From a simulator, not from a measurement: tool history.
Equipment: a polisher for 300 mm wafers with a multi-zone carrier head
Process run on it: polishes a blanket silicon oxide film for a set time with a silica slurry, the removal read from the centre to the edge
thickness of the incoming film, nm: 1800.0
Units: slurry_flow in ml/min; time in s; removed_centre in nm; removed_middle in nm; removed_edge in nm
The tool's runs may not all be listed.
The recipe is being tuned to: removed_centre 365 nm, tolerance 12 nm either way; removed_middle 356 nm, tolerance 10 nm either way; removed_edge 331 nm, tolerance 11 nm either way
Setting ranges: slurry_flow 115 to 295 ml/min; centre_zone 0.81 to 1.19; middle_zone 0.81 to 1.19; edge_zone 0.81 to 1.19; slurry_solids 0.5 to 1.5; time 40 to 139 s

{"run": 1, "hour": 0.0, "slurry_flow": 190, "centre_zone": 1, "middle_zone": 1, "edge_zone": 1, "slurry_solids": 1, "time": 89, "removed_centre": 226.44, "removed_middle": 226.24, "removed_edge": 229.22}
{"run": 2, "hour": 6.8, "slurry_flow": 205, "centre_zone": 1.04, "middle_zone": 1.04, "edge_zone": 1.03, "slurry_solids": 1.15, "time": 90, "removed_centre": 257.74, "removed_middle": 259.4, "removed_edge": 249.52}
{"run": 3, "hour": 14.4, "slurry_flow": 160, "centre_zone": 1.04, "middle_zone": 1.04, "edge_zone": 1.03, "slurry_solids": 1.15, "time": 90, "removed_centre": 249.93, "removed_middle": 247.4, "removed_edge": 246.67}
{"run": 4, "hour": 22.5, "slurry_flow": 160, "centre_zone": 1.04, "middle_zone": 1.04, "edge_zone": 1.03, "slurry_solids": 1.15, "time": 110, "removed_centre": 302.93, "removed_middle": 304.35, "removed_edge": 299.22}
{"run": 5, "hour": 31.3, "slurry_flow": 160, "centre_zone": 1.09, "middle_zone": 1.04, "edge_zone": 1.03, "slurry_solids": 1.15, "time": 110, "removed_centre": 317.94, "removed_middle": 301.36, "removed_edge": 295.78}
{"run": 6, "hour": 35.5, "slurry_flow": 160, "centre_zone": 1.09, "middle_zone": 1.04, "edge_zone": 1.06, "slurry_solids": 1.15, "time": 110, "removed_centre": 317.21, "removed_middle": 306.16, "removed_edge": 300.21}
{"run": 7, "hour": 44.3, "slurry_flow": 180, "centre_zone": 1.1, "middle_zone": 1.05, "edge_zone": 1.08, "slurry_solids": 1.15, "time": 110, "removed_centre": 327.91, "removed_middle": 308.7, "removed_edge": 305.03}
{"run": 8, "hour": 45.6, "slurry_flow": 195, "centre_zone": 1.1, "middle_zone": 1.07, "edge_zone": 1.09, "slurry_solids": 1.15, "time": 110, "removed_centre": 334.6, "removed_middle": 318.9, "removed_edge": 311.93}
{"run": 9, "hour": 51.7, "slurry_flow": 210, "centre_zone": 1.1, "middle_zone": 1.09, "edge_zone": 1.09, "slurry_solids": 1.15, "time": 110, "removed_centre": 334.65, "removed_middle": 328.3, "removed_edge": 314.6}
{"run": 10, "hour": 60.2, "slurry_flow": 220, "centre_zone": 1.11, "middle_zone": 1.1, "edge_zone": 1.1, "slurry_solids": 1.15, "time": 110, "removed_centre": 341.99, "removed_middle": 335.41, "removed_edge": 311.89}
{"run": 11, "hour": 68.8, "slurry_flow": 230, "centre_zone": 1.11, "middle_zone": 1.1, "edge_zone": 1.11, "slurry_solids": 1.15, "time": 110, "removed_centre": 345.64, "removed_middle": 336.4, "removed_edge": 317.24}
{"run": 12, "hour": 74.2, "slurry_flow": 240, "centre_zone": 1.11, "middle_zone": 1.1, "edge_zone": 1.12, "slurry_solids": 1.15, "time": 110, "removed_centre": 345.2, "removed_middle": 340.94, "removed_edge": 316.23}
{"run": 13, "hour": 81.6, "slurry_flow": 240, "centre_zone": 1.11, "middle_zone": 1.1, "edge_zone": 1.12, "slurry_solids": 1.15, "time": 110, "removed_centre": 338.95, "removed_middle": 337.36, "removed_edge": 317.51}
{"run": 14, "hour": 86.5, "slurry_flow": 240, "centre_zone": 1.12, "middle_zone": 1.11, "edge_zone": 1.13, "slurry_solids": 1.15, "time": 110, "removed_centre": 347.21, "removed_middle": 337.55, "removed_edge": 314.48}
{"run": 15, "hour": 91.8, "slurry_flow": 245, "centre_zone": 1.12, "middle_zone": 1.11, "edge_zone": 1.13, "slurry_solids": 1.15, "time": 110, "removed_centre": 351.61, "removed_middle": 339.68, "removed_edge": 318.45}

Consider the 4 candidate settings below. Which is the only one whose results all fall within their allowed miss of target?
{"run": "A", "hour": 97.1, "slurry_flow": 235, "centre_zone": 1.1, "middle_zone": 1.19, "edge_zone": 1.03, "slurry_solids": 0.9, "time": 122, "removed_centre": "?", "removed_middle": "?", "removed_edge": "?"}
{"run": "B", "hour": 97.1, "slurry_flow": 255, "centre_zone": 1.1, "middle_zone": 1.13, "edge_zone": 1.17, "slurry_solids": 1.15, "time": 104, "removed_centre": "?", "removed_middle": "?", "removed_edge": "?"}
{"run": "C", "hour": 97.1, "slurry_flow": 235, "centre_zone": 1.15, "middle_zone": 1.15, "edge_zone": 1.16, "slurry_solids": 1.2, "time": 111, "removed_centre": "?", "removed_middle": "?", "removed_edge": "?"}
{"run": "D", "hour": 97.1, "slurry_flow": 250, "centre_zone": 1.12, "middle_zone": 1.16, "edge_zone": 1.13, "slurry_solids": 1.2, "time": 99, "removed_centre": "?", "removed_middle": "?", "removed_edge": "?"}

move=A removed_centre=328.82 removed_middle=346.71 removed_edge=302.87
move=B removed_centre=322.13 removed_middle=324.57 removed_edge=311.38
move=C removed_centre=363.09 removed_middle=355.38 removed_edge=335.41
move=D removed_centre=317.83 removed_middle=321.65 removed_edge=297.52
A: meets the target for the result that was furthest off, but another lies outside its allowed miss
B: moves away from the targets compared with the last run
C: hits every target within its allowed miss
D: moves away from the targets compared with the last run
Answer: C
